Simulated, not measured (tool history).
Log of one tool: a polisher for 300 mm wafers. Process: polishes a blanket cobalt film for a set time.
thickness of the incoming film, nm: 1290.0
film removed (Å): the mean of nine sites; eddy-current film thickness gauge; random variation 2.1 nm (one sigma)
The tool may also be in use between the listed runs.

run	day	flow of slurry (ml/min)	pressure of the wafer on the pad (kPa)	speed of the pad under the wafer (m/s)	polishing time (s)	film removed (Å)
1	0.000	215	11.0	1.06	68	3071.2
2	0.125	210	10.3	1.06	68	2906.5
3	0.362	205	9.7	1.06	68	2694.8
4	0.679	205	11.0	1.06	68	3064.2
5	0.842	205	11.0	0.84	68	2440.6
6	0.900	210	11.0	0.84	68	2441.1

The next listed run, before its measurement:
7	1.025	210	11.0	0.84	68	?

film removed (Å): 2421.7
